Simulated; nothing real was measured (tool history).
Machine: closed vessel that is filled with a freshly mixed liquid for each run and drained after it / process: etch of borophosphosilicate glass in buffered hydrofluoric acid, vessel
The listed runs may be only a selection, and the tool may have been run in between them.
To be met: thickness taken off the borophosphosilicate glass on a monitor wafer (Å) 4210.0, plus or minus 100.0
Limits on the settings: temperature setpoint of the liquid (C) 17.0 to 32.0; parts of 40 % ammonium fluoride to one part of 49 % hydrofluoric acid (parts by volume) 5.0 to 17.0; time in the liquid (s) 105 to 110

run    day  temperature setpoint of the liquid (C)  parts of 40 % ammonium fluoride to one part of 49 % hydrofluoric acid (parts by volume)  time in the liquid (s)  thickness taken off the borophosphosilicate glass on a monitor wafer (Å)
  1  0.000                                    24.0                                                                                     10.5                     105                                                                    2030.1
  2  0.104                                    25.5                                                                                     10.5                     105                                                                    2212.3
  3  0.404                                    23.5                                                                                     10.5                     105                                                                    1984.4
  4  0.467                                    26.0                                                                                     10.5                     105                                                                    2270.4
  5  0.529                                    24.5                                                                                     10.5                     105                                                                    2074.1
  6  0.875                                    26.0                                                                                     10.5                     105                                                                    2235.1
  7  1.017                                    30.0                                                                                      7.5                     105                                                                    3824.4
     1.083  -- thermometer replaced
  8  1.083                                    30.5                                                                                      7.5                     105                                                                    3611.6
  9  1.346                                    32.0                                                                                      6.0                     105                                                                    4829.8

Which one of the following 4 next-run settings gets every result inside its allowed miss? There is exactly one.
  A  1.608                                    31.5                                                                                      6.0                     105                                                                         ?
  B  1.608                                    32.0                                                                                      7.0                     105                                                                         ?
  C  1.608                                    32.0                                                                                      5.5                     105                                                                         ?
  D  1.608                                    32.0                                                                                      7.5                     105                                                                         ?

move  thickness taken off the borophosphosilicate glass on a monitor wafer (Å)
   A                                                                    4676.7
   B                                                                    4189.5
   C                                                                    5172.5
   D                                                                    3886.3
A: closer than the last run, but not yet in spec
B: all results land within tolerance of their targets
C: further off than the last run
D: carries the result that was furthest off beyond its target, to the other side
Answer: B
